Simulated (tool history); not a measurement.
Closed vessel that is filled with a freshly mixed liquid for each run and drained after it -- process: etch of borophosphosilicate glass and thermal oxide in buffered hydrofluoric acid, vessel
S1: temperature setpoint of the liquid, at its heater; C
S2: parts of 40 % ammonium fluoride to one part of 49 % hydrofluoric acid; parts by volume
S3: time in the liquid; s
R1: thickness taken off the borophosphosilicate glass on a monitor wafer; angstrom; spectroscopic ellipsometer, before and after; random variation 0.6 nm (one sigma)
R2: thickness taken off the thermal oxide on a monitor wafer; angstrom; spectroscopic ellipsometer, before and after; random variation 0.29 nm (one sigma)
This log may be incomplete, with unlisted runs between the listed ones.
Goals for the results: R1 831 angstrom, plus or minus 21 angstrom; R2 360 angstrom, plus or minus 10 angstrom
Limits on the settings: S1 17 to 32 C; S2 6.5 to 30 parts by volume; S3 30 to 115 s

run  hour    S1    S2  S3      R1      R2
  1     0    25  18.5  60    1004  435.06
  2   6.3    27  18.5  60  1122.2  480.97
  3  11.1    26  18.5  60  1065.1  451.47
  4  12.8    26  16.5  60  1185.1  505.68
  5  15.6    26    13  60  1509.8  653.62
  6  18.5    26   9.5  60  2007.5  872.12
  7  24.9    25  10.5  60  1744.5  748.58
  8  32.6    24    11  60  1572.1  691.36
  9  36.6    23  11.5  60  1443.3  629.27
 10  44.5    22    12  60  1284.1  566.78
 11  52.5  21.5  12.5  60  1215.4  527.06
 12  60.6    21  12.5  60  1178.6   502.7
 13  61.7  20.5  12.5  60  1151.5  497.02
 14  70.7    20  12.5  60    1128  490.81
 15    77  19.5    13  60  1055.3  456.31

Which one of the following 4 next-run settings gets every result inside its allowed miss? There is exactly one.
  A  83.3    19  12.5  50   ?   ?
  B  83.3  20.5    19  70   ?   ?
  C  83.3    19    16  60   ?   ?
  D  83.3    23    14  45   ?   ?

move      R1      R2
   A  881.51  383.04
   B  886.53  386.37
   C  828.87  360.65
   D  884.15  385.42
A: closes in on the targets versus the last run, not all within tolerance yet
B: closes in on the targets versus the last run, not all within tolerance yet
C: hits every target within its allowed miss
D: closes in on the targets versus the last run, not all within tolerance yet
The move that meets every target is C.

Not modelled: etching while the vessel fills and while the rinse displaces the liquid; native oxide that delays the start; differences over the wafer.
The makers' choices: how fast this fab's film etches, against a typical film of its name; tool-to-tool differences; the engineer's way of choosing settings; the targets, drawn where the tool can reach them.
